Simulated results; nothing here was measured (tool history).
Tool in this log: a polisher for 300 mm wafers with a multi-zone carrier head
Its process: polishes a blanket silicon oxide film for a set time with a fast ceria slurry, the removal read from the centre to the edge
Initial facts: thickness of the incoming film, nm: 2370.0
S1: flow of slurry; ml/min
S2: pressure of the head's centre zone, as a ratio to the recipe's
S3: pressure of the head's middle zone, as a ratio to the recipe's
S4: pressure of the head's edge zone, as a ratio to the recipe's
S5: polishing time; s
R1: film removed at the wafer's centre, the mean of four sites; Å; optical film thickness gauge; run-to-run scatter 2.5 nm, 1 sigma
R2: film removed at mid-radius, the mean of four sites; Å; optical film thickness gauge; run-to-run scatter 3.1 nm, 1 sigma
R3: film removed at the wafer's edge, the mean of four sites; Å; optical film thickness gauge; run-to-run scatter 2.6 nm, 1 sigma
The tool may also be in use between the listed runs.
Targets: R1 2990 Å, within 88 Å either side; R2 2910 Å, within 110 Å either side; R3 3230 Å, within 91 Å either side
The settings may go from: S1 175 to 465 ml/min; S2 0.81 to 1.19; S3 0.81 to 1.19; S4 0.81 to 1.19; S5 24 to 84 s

{"run": 1, "day": 0.0, "S1": 295, "S2": 1, "S3": 1, "S4": 1, "S5": 54, "R1": 5623.8, "R2": 5597.4, "R3": 5593.9}
{"run": 2, "day": 0.046, "S1": 295, "S2": 1, "S3": 1, "S4": 1, "S5": 61, "R1": 6325.1, "R2": 6319.1, "R3": 6242.6}
{"run": 3, "day": 0.321, "S1": 295, "S2": 1, "S3": 1, "S4": 0.93, "S5": 61, "R1": 6300.4, "R2": 6295.8, "R3": 6169.9}
{"run": 4, "day": 0.483, "S1": 295, "S2": 1, "S3": 1, "S4": 0.93, "S5": 50, "R1": 5129.8, "R2": 5213.8, "R3": 4976.8}
{"run": 5, "day": 0.688, "S1": 285, "S2": 0.98, "S3": 0.96, "S4": 0.93, "S5": 45, "R1": 4523.6, "R2": 4463.5, "R3": 4522.6}
{"run": 6, "day": 0.796, "S1": 280, "S2": 0.96, "S3": 0.94, "S4": 0.91, "S5": 42, "R1": 4150.1, "R2": 4099.3, "R3": 4186.1}
{"run": 7, "day": 0.938, "S1": 275, "S2": 0.94, "S3": 0.92, "S4": 0.89, "S5": 40, "R1": 3808.8, "R2": 3807.1, "R3": 3926.6}
{"run": 8, "day": 1.133, "S1": 240, "S2": 0.88, "S3": 0.82, "S4": 0.81, "S5": 32, "R1": 2806.6, "R2": 2745, "R3": 2988.2}
{"run": 9, "day": 1.25, "S1": 255, "S2": 0.88, "S3": 0.82, "S4": 0.82, "S5": 32, "R1": 2847.9, "R2": 2779.8, "R3": 3058.9}
{"run": 10, "day": 1.438, "S1": 270, "S2": 0.88, "S3": 0.82, "S4": 0.83, "S5": 32, "R1": 2856.7, "R2": 2778.6, "R3": 3107.2}
{"run": 11, "day": 1.767, "S1": 280, "S2": 0.88, "S3": 0.83, "S4": 0.83, "S5": 32, "R1": 2890, "R2": 2826.1, "R3": 3056.8}
{"run": 12, "day": 1.983, "S1": 280, "S2": 0.88, "S3": 0.83, "S4": 0.84, "S5": 32, "R1": 2857.6, "R2": 2782, "R3": 3028.3}
{"run": 13, "day": 2.046, "S1": 270, "S2": 0.89, "S3": 0.84, "S4": 0.85, "S5": 32, "R1": 2911.8, "R2": 2862.3, "R3": 3064.6}

4 next moves are on the table. One of them brings every result within its allowed miss. Which?
{"run": "A", "day": 2.108, "S1": 225, "S2": 0.83, "S3": 0.81, "S4": 0.85, "S5": 34, "R1": "?", "R2": "?", "R3": "?"}
{"run": "B", "day": 2.108, "S1": 255, "S2": 0.87, "S3": 0.81, "S4": 0.83, "S5": 34, "R1": "?", "R2": "?", "R3": "?"}
{"run": "C", "day": 2.108, "S1": 305, "S2": 0.94, "S3": 0.9, "S4": 0.87, "S5": 31, "R1": "?", "R2": "?", "R3": "?"}
{"run": "D", "day": 2.108, "S1": 260, "S2": 0.94, "S3": 0.83, "S4": 0.87, "S5": 33, "R1": "?", "R2": "?", "R3": "?"}

move=A R1=2807.2 R2=2836.4 R3=3183
move=B R1=2989.5 R2=2875.7 R3=3186.8
move=C R1=3006.6 R2=2908.6 R3=2996.3
move=D R1=3144.6 R2=2851.9 R3=3155.1
A: gets the furthest-off result to its target, but another result is out of tolerance
B: hits every target within its allowed miss
C: moves away from the targets compared with the last run
D: gets the furthest-off result to its target, but another result is out of tolerance
The move that meets every target is B.
